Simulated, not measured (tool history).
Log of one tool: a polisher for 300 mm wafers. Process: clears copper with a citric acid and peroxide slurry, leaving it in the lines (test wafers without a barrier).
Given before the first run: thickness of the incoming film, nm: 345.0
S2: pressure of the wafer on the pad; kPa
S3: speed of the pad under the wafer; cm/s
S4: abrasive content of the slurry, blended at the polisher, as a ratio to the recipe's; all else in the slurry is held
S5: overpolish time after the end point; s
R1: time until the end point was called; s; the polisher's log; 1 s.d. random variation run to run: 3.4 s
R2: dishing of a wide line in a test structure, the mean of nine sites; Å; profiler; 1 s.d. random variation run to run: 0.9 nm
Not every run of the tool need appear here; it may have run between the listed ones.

{"run": 1, "day": 0.0, "flow of slurry (ml/min)": 300, "S2": 28.3, "S3": 92, "S4": 1.0, "S5": 22, "R1": 147.29, "R2": 358.29}
{"run": 2, "day": 0.217, "flow of slurry (ml/min)": 300, "S2": 32.4, "S3": 92, "S4": 1.0, "S5": 22, "R1": 129.47, "R2": 406.33}
{"run": 3, "day": 0.421, "flow of slurry (ml/min)": 300, "S2": 32.4, "S3": 92, "S4": 1.15, "S5": 22, "R1": 124.96, "R2": 418.71}
{"run": 4, "day": 0.658, "flow of slurry (ml/min)": 300, "S2": 29.0, "S3": 90, "S4": 1.15, "S5": 24, "R1": 141.38, "R2": 400.73}
{"day": 0.771, "done": "worn pad replaced by a new one"}
{"run": 5, "day": 0.771, "flow of slurry (ml/min)": 300, "S2": 29.0, "S3": 90, "S4": 1.0, "S5": 24, "R1": 136.99, "R2": 400.53}
{"run": 6, "day": 0.979, "flow of slurry (ml/min)": 300, "S2": 29.0, "S3": 90, "S4": 1.0, "S5": 30, "R1": 140.37, "R2": 540.72}
{"run": 7, "day": 1.233, "flow of slurry (ml/min)": 300, "S2": 26.2, "S3": 88, "S4": 1.0, "S5": 30, "R1": 151.51, "R2": 468.65}

Run 8 comes next. What will it give?
{"run": 8, "day": 1.529, "flow of slurry (ml/min)": 300, "S2": 23.4, "S3": 86, "S4": 1.0, "S5": 31, "R1": "?", "R2": "?"}

R1: 176.55 s
R2: 413.70 Å
